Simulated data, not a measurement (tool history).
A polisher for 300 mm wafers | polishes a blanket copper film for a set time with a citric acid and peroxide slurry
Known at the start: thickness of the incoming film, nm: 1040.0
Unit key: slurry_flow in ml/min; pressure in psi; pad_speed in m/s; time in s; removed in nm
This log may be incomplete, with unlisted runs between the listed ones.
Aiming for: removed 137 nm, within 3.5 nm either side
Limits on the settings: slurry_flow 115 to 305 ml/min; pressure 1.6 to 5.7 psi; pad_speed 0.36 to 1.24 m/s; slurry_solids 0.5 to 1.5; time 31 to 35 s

run	hour	slurry_flow	pressure	pad_speed	slurry_solids	time	removed
1	0	195	3.6	0.8	1	35	75.501
2	4.5	195	3.6	0.8	1.15	35	78.597
3	5.7	200	3.9	0.8	1.15	35	84.218
4	13.7	200	3.9	0.8	1.15	31	74.685
5	16.2	200	4.2	0.82	1.15	31	82.215
6	19.3	200	3.5	0.82	1.15	31	68.73
7	28.1	240	4.5	0.92	1.15	31	99.89
8	34.8	240	5.5	0.94	1.15	31	122.56
9	41.8	240	5.6	0.98	1.15	31	128.33
10	48.7	245	5.6	0.98	1.15	31	129.64

Consider the 5 candidate settings below. Which is the only one whose results all fall within their allowed miss of target?
A	55.6	235	5.3	1.02	1.05	32	?
B	55.6	260	5.6	0.88	1	34	?
C	55.6	305	5.5	0.96	1.2	33	?
D	55.6	235	5.3	0.8	1.4	35	?
E	55.6	235	5.5	0.96	0.9	32	?

move	removed
A	127.74
B	123.49
C	135.98
D	117.64
E	120.21
A: moves away from the targets compared with the last run
B: moves away from the targets compared with the last run
C: every result within its allowed miss
D: moves away from the targets compared with the last run
E: moves away from the targets compared with the last run
Go with C: it meets all targets.
